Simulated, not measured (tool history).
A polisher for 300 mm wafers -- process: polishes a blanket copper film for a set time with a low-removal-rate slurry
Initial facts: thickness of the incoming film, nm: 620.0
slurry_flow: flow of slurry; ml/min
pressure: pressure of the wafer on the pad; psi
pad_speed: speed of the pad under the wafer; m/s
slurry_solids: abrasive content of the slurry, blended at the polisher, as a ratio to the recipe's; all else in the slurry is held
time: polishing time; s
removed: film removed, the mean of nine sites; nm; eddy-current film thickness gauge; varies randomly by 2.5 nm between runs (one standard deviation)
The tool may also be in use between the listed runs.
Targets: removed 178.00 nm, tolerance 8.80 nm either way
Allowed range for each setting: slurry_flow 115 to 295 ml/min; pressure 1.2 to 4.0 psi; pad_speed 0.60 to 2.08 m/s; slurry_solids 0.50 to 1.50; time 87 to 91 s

run 1 day=0.000 | slurry_flow=190 pressure=2.6 pad_speed=1.34 slurry_solids=1.00 time=87 | removed=325.71
run 2 day=0.092 | slurry_flow=190 pressure=2.3 pad_speed=1.32 slurry_solids=1.00 time=87 | removed=287.06
run 3 day=0.275 | slurry_flow=190 pressure=2.3 pad_speed=1.32 slurry_solids=1.00 time=91 | removed=295.81
run 4 day=0.325 | slurry_flow=190 pressure=2.3 pad_speed=1.32 slurry_solids=0.85 time=91 | removed=281.98
run 5 day=0.667 | slurry_flow=190 pressure=2.3 pad_speed=1.32 slurry_solids=0.85 time=87 | removed=265.08
run 6 day=0.767 | slurry_flow=190 pressure=2.3 pad_speed=1.64 slurry_solids=0.85 time=87 | removed=331.88
run 7 day=0.983 | slurry_flow=190 pressure=2.1 pad_speed=1.58 slurry_solids=0.85 time=87 | removed=293.44
run 8 day=1.212 | slurry_flow=190 pressure=1.9 pad_speed=1.54 slurry_solids=0.85 time=87 | removed=259.75
run 9 day=1.529 | slurry_flow=190 pressure=1.9 pad_speed=1.54 slurry_solids=0.85 time=87 | removed=267.72
run 10 day=1.646 | slurry_flow=190 pressure=1.8 pad_speed=1.50 slurry_solids=0.85 time=87 | removed=244.78
run 11 day=1.917 | slurry_flow=190 pressure=1.2 pad_speed=1.40 slurry_solids=0.85 time=87 | removed=159.23
run 12 day=2.208 | slurry_flow=190 pressure=1.2 pad_speed=1.40 slurry_solids=0.85 time=87 | removed=157.36
run 13 day=2.358 | slurry_flow=190 pressure=1.3 pad_speed=1.40 slurry_solids=0.85 time=87 | removed=167.57
run 14 day=2.483 | slurry_flow=190 pressure=1.3 pad_speed=1.40 slurry_solids=0.85 time=87 | removed=166.67

Which one of the following 5 next-run settings gets every result inside its allowed miss? There is exactly one.
run A day=2.608 | slurry_flow=200 pressure=1.5 pad_speed=1.20 slurry_solids=0.75 time=87 | removed=?
run B day=2.608 | slurry_flow=210 pressure=1.3 pad_speed=1.20 slurry_solids=0.95 time=87 | removed=?
run C day=2.608 | slurry_flow=185 pressure=1.3 pad_speed=1.50 slurry_solids=0.90 time=87 | removed=?
run D day=2.608 | slurry_flow=195 pressure=1.3 pad_speed=1.20 slurry_solids=0.85 time=88 | removed=?
run E day=2.608 | slurry_flow=160 pressure=1.6 pad_speed=1.30 slurry_solids=0.50 time=87 | removed=?

move=A removed=163.77
move=B removed=151.48
move=C removed=182.49
move=D removed=148.03
move=E removed=166.88
A: its largest miss is bigger than the last run's
B: its largest miss is bigger than the last run's
C: each result inside its tolerance
D: its largest miss is bigger than the last run's
E: neither nearer nor further off than the last run
Go with C: it meets all targets.
